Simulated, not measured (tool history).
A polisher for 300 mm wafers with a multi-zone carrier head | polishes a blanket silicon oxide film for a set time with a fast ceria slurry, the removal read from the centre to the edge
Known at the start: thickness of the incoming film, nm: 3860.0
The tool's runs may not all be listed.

run  hour  flow of slurry (ml/min)  pressure of the head's centre zone  pressure of the head's middle zone  pressure of the head's edge zone  polishing time (s)  film removed at the wafer's centre (angstrom)  film removed at mid-radius (angstrom)  film removed at the wafer's edge (angstrom)
  1   0.0                      270                                1.00                                1.00                              1.00                  51                                         5398.0                                 5393.8                                       5372.8
  2   7.1                      270                                1.00                                1.05                              1.00                  51                                         5450.4                                 5556.4                                       5336.1
  3  14.0                      270                                1.00                                0.98                              1.00                  51                                         5458.1                                 5309.5                                       5470.5
  4  14.6                      260                                1.00                                0.97                              0.96                  46                                         4912.5                                 4595.8                                       4796.4
  5  19.3                      260                                1.00                                0.97                              0.96                  57                                         6126.5                                 5703.9                                       5890.2
  6  27.9                      255                                0.99                                0.98                              0.92                  51                                         5420.5                                 5217.5                                       5241.1
  7  33.2                      255                                0.99                                0.98                              0.92                  51                                         5534.2                                 5171.0                                       5182.1
  8  37.3                      250                                0.98                                0.98                              0.90                  46                                         4719.5                                 4697.2                                       4578.4
  9  39.9                      235                                1.02                                0.88                              0.81                  36                                         3843.5                                 3313.6                                       3423.1
 10  46.4                      255                                1.01                                0.89                              0.82                  36                                         3779.6                                 3383.7                                       3453.3
 11  53.3                      260                                1.01                                0.90                              0.83                  36                                         3838.9                                 3429.3                                       3513.9
 12  53.9                      270                                1.01                                0.91                              0.84                  36                                         3869.4                                 3504.4                                       3482.1
 13  61.8                      270                                1.01                                0.92                              0.85                  36                                         3937.5                                 3477.3                                       3549.0
 14  67.3                      270                                1.00                                0.93                              0.86                  36                                         3904.8                                 3499.9                                       3566.5

What will run 15 give?
 15  74.3                      265                                0.99                                0.94                              0.86                  36                                              ?                                      ?                                            ?

Logged for run 15: film removed at the wafer's centre (angstrom) 3806.5, film removed at mid-radius (angstrom) 3580.2, film removed at the wafer's edge (angstrom) 3512.4.

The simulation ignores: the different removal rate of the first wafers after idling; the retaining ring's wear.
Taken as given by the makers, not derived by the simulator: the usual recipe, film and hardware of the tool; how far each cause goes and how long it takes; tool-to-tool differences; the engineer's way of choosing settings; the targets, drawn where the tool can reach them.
